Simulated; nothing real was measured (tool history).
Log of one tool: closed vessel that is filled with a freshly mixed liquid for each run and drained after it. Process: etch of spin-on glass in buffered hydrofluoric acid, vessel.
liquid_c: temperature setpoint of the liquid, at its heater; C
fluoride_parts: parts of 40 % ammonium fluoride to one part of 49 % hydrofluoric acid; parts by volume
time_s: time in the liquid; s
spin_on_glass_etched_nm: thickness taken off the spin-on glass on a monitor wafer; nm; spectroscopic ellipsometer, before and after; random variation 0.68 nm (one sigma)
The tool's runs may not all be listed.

run	day	liquid_c	fluoride_parts	time_s	spin_on_glass_etched_nm
1	0	23	12	105	220.19
2	0.042	21	12.5	105	187.69
3	0.288	21	10.5	105	222.58
4	0.412	19.5	11.5	105	189.4
5	0.5	17	11.5	105	162.3
6	0.838	17	11.5	115	180.03
7	0.892	17	12.5	115	166.01

Run 8 comes next. What will it give?
8	0.983	17	13	115	?

spin_on_glass_etched_nm: 158.38 nm
